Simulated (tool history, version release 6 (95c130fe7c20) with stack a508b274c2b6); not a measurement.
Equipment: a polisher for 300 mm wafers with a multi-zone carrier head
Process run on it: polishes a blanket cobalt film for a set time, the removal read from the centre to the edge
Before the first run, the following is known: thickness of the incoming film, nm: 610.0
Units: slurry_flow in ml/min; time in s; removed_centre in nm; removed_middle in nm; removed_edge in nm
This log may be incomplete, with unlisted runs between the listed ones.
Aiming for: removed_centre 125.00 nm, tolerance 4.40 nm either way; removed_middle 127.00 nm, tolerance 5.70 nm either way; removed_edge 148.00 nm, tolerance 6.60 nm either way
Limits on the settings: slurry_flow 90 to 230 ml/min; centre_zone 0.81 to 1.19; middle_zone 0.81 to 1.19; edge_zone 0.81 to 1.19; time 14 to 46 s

{"run": 1, "hour": 0.0, "slurry_flow": 150, "centre_zone": 1.0, "middle_zone": 1.0, "edge_zone": 1.0, "time": 30, "removed_centre": 208.15, "removed_middle": 207.69, "removed_edge": 202.72}
{"run": 2, "hour": 3.3, "slurry_flow": 150, "centre_zone": 1.0, "middle_zone": 1.0, "edge_zone": 1.0, "time": 26, "removed_centre": 182.31, "removed_middle": 176.87, "removed_edge": 180.87}
{"run": 3, "hour": 4.6, "slurry_flow": 165, "centre_zone": 1.0, "middle_zone": 1.0, "edge_zone": 1.0, "time": 26, "removed_centre": 183.98, "removed_middle": 181.85, "removed_edge": 182.01}
{"run": 4, "hour": 12.8, "slurry_flow": 165, "centre_zone": 1.06, "middle_zone": 1.0, "edge_zone": 1.0, "time": 26, "removed_centre": 193.66, "removed_middle": 181.61, "removed_edge": 182.02}
{"run": 5, "hour": 15.1, "slurry_flow": 180, "centre_zone": 1.06, "middle_zone": 1.0, "edge_zone": 1.0, "time": 26, "removed_centre": 200.31, "removed_middle": 182.35, "removed_edge": 179.94}
{"run": 6, "hour": 21.5, "slurry_flow": 175, "centre_zone": 1.03, "middle_zone": 0.98, "edge_zone": 1.0, "time": 25, "removed_centre": 185.88, "removed_middle": 175.77, "removed_edge": 172.54}
{"run": 7, "hour": 23.3, "slurry_flow": 165, "centre_zone": 1.02, "middle_zone": 0.97, "edge_zone": 1.01, "time": 24, "removed_centre": 174.49, "removed_middle": 165.5, "removed_edge": 167.44}
{"run": 8, "hour": 32.0, "slurry_flow": 155, "centre_zone": 1.0, "middle_zone": 0.95, "edge_zone": 1.02, "time": 24, "removed_centre": 167.61, "removed_middle": 159.19, "removed_edge": 165.77}
{"run": 9, "hour": 32.8, "slurry_flow": 150, "centre_zone": 0.98, "middle_zone": 0.93, "edge_zone": 1.03, "time": 24, "removed_centre": 164.15, "removed_middle": 158.56, "removed_edge": 166.69}
{"run": 10, "hour": 37.0, "slurry_flow": 145, "centre_zone": 0.97, "middle_zone": 0.92, "edge_zone": 1.04, "time": 24, "removed_centre": 161.65, "removed_middle": 154.33, "removed_edge": 168.18}
{"run": 11, "hour": 45.9, "slurry_flow": 140, "centre_zone": 0.95, "middle_zone": 0.91, "edge_zone": 1.04, "time": 24, "removed_centre": 156.94, "removed_middle": 153.72, "removed_edge": 169.18}
{"run": 12, "hour": 51.5, "slurry_flow": 135, "centre_zone": 0.94, "middle_zone": 0.9, "edge_zone": 1.04, "time": 24, "removed_centre": 155.27, "removed_middle": 149.89, "removed_edge": 168.45}
{"run": 13, "hour": 54.7, "slurry_flow": 135, "centre_zone": 0.93, "middle_zone": 0.89, "edge_zone": 1.03, "time": 24, "removed_centre": 151.22, "removed_middle": 149.77, "removed_edge": 165.95}
{"run": 14, "hour": 62.7, "slurry_flow": 130, "centre_zone": 0.92, "middle_zone": 0.88, "edge_zone": 1.03, "time": 24, "removed_centre": 151.51, "removed_middle": 147.61, "removed_edge": 166.79}
{"run": 15, "hour": 65.1, "slurry_flow": 130, "centre_zone": 0.91, "middle_zone": 0.87, "edge_zone": 1.03, "time": 24, "removed_centre": 150.31, "removed_middle": 145.23, "removed_edge": 166.57}
{"run": 16, "hour": 67.5, "slurry_flow": 130, "centre_zone": 0.9, "middle_zone": 0.87, "edge_zone": 1.02, "time": 24, "removed_centre": 148.18, "removed_middle": 144.78, "removed_edge": 164.65}
{"run": 17, "hour": 72.6, "slurry_flow": 130, "centre_zone": 0.89, "middle_zone": 0.87, "edge_zone": 1.01, "time": 24, "removed_centre": 143.06, "removed_middle": 147.38, "removed_edge": 165.04}
{"run": 18, "hour": 76.2, "slurry_flow": 105, "centre_zone": 0.87, "middle_zone": 0.81, "edge_zone": 0.98, "time": 21, "removed_centre": 120.31, "removed_middle": 116.05, "removed_edge": 137.12}
{"run": 19, "hour": 78.4, "slurry_flow": 110, "centre_zone": 0.87, "middle_zone": 0.81, "edge_zone": 0.98, "time": 21, "removed_centre": 122.96, "removed_middle": 118.55, "removed_edge": 136.35}
{"run": 20, "hour": 80.9, "slurry_flow": 110, "centre_zone": 0.87, "middle_zone": 0.81, "edge_zone": 0.99, "time": 21, "removed_centre": 120.26, "removed_middle": 117.53, "removed_edge": 140.51}
{"run": 21, "hour": 89.3, "slurry_flow": 115, "centre_zone": 0.87, "middle_zone": 0.81, "edge_zone": 0.99, "time": 21, "removed_centre": 120.09, "removed_middle": 118.7, "removed_edge": 140.05}

Consider the 4 candidate settings below. Which is the only one whose results all fall within their allowed miss of target?
{"run": "A", "hour": 97.7, "slurry_flow": 90, "centre_zone": 1.01, "middle_zone": 0.82, "edge_zone": 0.85, "time": 21, "removed_centre": "?", "removed_middle": "?", "removed_edge": "?"}
{"run": "B", "hour": 97.7, "slurry_flow": 160, "centre_zone": 0.85, "middle_zone": 0.94, "edge_zone": 1.03, "time": 19, "removed_centre": "?", "removed_middle": "?", "removed_edge": "?"}
{"run": "C", "hour": 97.7, "slurry_flow": 95, "centre_zone": 0.85, "middle_zone": 0.82, "edge_zone": 0.95, "time": 23, "removed_centre": "?", "removed_middle": "?", "removed_edge": "?"}
{"run": "D", "hour": 97.7, "slurry_flow": 100, "centre_zone": 0.91, "middle_zone": 0.81, "edge_zone": 1.01, "time": 21, "removed_centre": "?", "removed_middle": "?", "removed_edge": "?"}

move=A removed_centre=134.78 removed_middle=112.90 removed_edge=125.44
move=B removed_centre=115.08 removed_middle=125.52 removed_edge=133.14
move=C removed_centre=125.59 removed_middle=125.08 removed_edge=145.65
move=D removed_centre=124.25 removed_middle=114.25 removed_edge=137.90
A: moves away from the targets compared with the last run
B: gets the furthest-off result to its target, but another result is out of tolerance
C: hits every target within its allowed miss
D: moves away from the targets compared with the last run
Answer: C
